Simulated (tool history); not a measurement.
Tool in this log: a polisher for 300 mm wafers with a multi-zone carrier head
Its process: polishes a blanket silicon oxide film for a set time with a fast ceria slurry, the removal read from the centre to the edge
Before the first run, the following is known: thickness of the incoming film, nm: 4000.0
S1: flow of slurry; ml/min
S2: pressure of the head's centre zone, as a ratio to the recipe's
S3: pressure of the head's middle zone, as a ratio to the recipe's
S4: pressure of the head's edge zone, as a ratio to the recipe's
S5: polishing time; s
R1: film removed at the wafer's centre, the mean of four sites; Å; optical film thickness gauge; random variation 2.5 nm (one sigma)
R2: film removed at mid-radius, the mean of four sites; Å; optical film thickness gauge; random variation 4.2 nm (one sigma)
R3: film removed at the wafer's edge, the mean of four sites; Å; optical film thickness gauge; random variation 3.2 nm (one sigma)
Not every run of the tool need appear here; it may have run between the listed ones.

run,hour,S1,S2,S3,S4,S5,R1,R2,R3
1,0.0,155,1.00,1.00,1.00,49,3834.4,3813.1,3874.5
2,4.2,155,1.05,1.00,1.00,49,4048.5,3873.0,3836.3
3,10.3,155,1.05,1.00,1.00,45,3644.7,3534.0,3525.9
4,14.3,155,1.05,1.00,0.97,45,3691.3,3556.7,3512.1
5,20.2,155,1.13,1.00,0.97,45,3980.2,3504.3,3577.6
6,21.4,155,1.06,1.00,0.97,45,3760.2,3537.6,3440.3

Run 7 has not been measured yet. What should we expect?
7,28.2,145,1.05,0.99,0.96,45,?,?,?

Run 7 measured R1 3655.7 Å, R2 3562.7 Å, R3 3423.3 Å.
